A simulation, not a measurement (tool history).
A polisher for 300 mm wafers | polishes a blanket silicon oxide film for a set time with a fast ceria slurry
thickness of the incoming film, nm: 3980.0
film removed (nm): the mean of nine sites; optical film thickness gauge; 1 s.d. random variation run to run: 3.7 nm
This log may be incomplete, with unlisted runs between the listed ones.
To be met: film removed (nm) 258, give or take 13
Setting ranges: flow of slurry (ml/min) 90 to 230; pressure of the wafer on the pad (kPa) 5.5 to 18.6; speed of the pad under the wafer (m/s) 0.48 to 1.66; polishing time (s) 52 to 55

run  hour  flow of slurry (ml/min)  pressure of the wafer on the pad (kPa)  speed of the pad under the wafer (m/s)  polishing time (s)  film removed (nm)
  1     0                      150                                    11.7                                    1.06                  52             477.44
  2   3.3                      150                                    10.3                                    1.04                  52             430.61
  3   6.8                      150                                    10.3                                    1.04                  55             464.86
  4  14.5                      150                                    10.3                                    1.04                  55             451.46
  5  16.5                      150                                    10.3                                     1.3                  55             572.09
  6  22.2                      150                                       9                                     1.2                  55             496.13
  7  29.7                      150                                     8.3                                     1.1                  55             431.71
  8  37.1                      150                                     7.6                                    1.02                  55             385.55
  9  40.6                      150                                     6.9                                    0.96                  55             339.82
 10  44.4                      150                                     6.9                                    0.92                  55             325.52
 11  46.1                      150                                     6.9                                     0.9                  55             318.55
 12  51.6                      150                                     6.9                                    0.88                  55             305.14
 13  55.7                      150                                     6.9                                    0.86                  55             307.03
 14  57.8                      150                                     6.9                                    0.84                  55              296.7
 15  58.9                      150                                     6.2                                    0.82                  55             273.62

Below are 4 possible settings for the next run. Only one of them brings all results inside the allowed miss of their targets. Which is it?
  A    60                      195                                     6.2                                     0.8                  55                  ?
  B    60                      165                                     8.3                                    0.58                  55                  ?
  C    60                      165                                     6.2                                    0.74                  55                  ?
  D    60                      165                                     5.5                                     0.7                  53                  ?

move  film removed (nm)
   A              287.7
   B             238.65
   C             260.05
   D             225.15
A: its largest miss is bigger than the last run's
B: the result that was furthest off in the last run now lies on the other side of its target
C: all results land within tolerance of their targets
D: the result that was furthest off in the last run now lies on the other side of its target
C is the move that brings every result within its allowed miss.

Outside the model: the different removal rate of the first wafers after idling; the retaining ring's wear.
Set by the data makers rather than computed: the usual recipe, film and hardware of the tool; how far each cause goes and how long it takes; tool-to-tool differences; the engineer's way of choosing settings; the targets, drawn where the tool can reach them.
